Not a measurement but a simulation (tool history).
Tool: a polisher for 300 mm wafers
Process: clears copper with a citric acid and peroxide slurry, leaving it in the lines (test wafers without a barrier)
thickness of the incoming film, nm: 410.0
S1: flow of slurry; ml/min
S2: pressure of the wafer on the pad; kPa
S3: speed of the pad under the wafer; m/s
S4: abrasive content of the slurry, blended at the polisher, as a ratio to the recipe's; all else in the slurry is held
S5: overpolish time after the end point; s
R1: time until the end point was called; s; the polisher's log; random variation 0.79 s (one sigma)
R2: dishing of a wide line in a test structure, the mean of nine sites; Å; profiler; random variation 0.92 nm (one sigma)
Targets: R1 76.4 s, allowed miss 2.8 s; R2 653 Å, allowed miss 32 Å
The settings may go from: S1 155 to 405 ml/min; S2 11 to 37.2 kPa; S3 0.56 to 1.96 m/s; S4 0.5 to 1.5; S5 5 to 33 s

run  hour   S1    S2    S3    S4  S5      R1      R2
  1     0  260  24.1  1.26     1  17  112.71  418.29
  2     2  260  24.1  1.26  0.85  17  120.39  389.22
  3   3.3  260  25.5  1.26  0.85  17  112.13  410.68
  4     5  260  25.5  1.26   0.9  17   109.7  403.77
  5  13.3  260  26.2  1.28   0.9  18  106.46  432.88
  6  17.3  260  26.2  1.28   0.9  21  105.24  515.48
  7  19.5  260  27.6  1.28   0.9  21  103.38  518.86
  8  22.3  260    29  1.28   0.9  21  95.757  560.51
  9    29  260  29.6  1.28   0.9  21  94.787  564.72
 10    36  260  29.6  1.28   0.9  21  93.639  555.09
 11  43.2  260  30.3  1.28   0.9  21  91.681  570.55
 12  50.7  260    31  1.28   0.9  21  90.196  567.24
 13  57.5  260  31.7  1.28   0.9  21  87.944  603.82
 14  60.1  260  32.4  1.28   0.9  21   88.47   589.9
 15  67.5  260  33.1  1.28   0.9  21  84.503  601.12

Which of these 5 next moves meets every target?
  A  74.9  250  28.3  1.68  1.05  21   ?   ?
  B  74.9  215  36.5  1.46  0.95  19   ?   ?
  C  74.9  325  36.5   1.4   0.9  23   ?   ?
  D  74.9  280  35.9   1.5  0.85  19   ?   ?
  E  74.9  230  35.2  1.28  1.05  24   ?   ?

move      R1      R2
   A   76.73  628.94
   B  70.013  633.33
   C  70.189  720.79
   D  70.212  631.49
   E  76.922  696.43
A: meets every target
B: takes the result that was furthest off past its target
C: takes the result that was furthest off past its target
D: takes the result that was furthest off past its target
E: brings the result that was furthest off to its target, and leaves another outside
Answer: A
